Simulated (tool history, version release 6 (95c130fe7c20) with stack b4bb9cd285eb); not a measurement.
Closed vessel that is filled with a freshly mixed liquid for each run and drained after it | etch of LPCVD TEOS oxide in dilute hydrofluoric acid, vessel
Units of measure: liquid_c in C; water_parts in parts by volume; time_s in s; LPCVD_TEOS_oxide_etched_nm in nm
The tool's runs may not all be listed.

run	hour	liquid_c	water_parts	time_s	LPCVD_TEOS_oxide_etched_nm
1	0.0	25.0	195	100	12.0420
2	2.3	25.0	195	100	12.0000
3	4.7	27.0	195	100	12.9150
4	12.5	27.0	265	100	8.7321
5	14.4	27.0	265	100	8.7605
6	21.9	27.0	265	100	8.7934
7	28.9	28.0	240	100	10.2120
8	30.0	29.0	215	100	12.3240

For run 9, what comes out?
9	37.9	29.5	200	100	?

Run 9 produced LPCVD_TEOS_oxide_etched_nm 13.6860 nm.
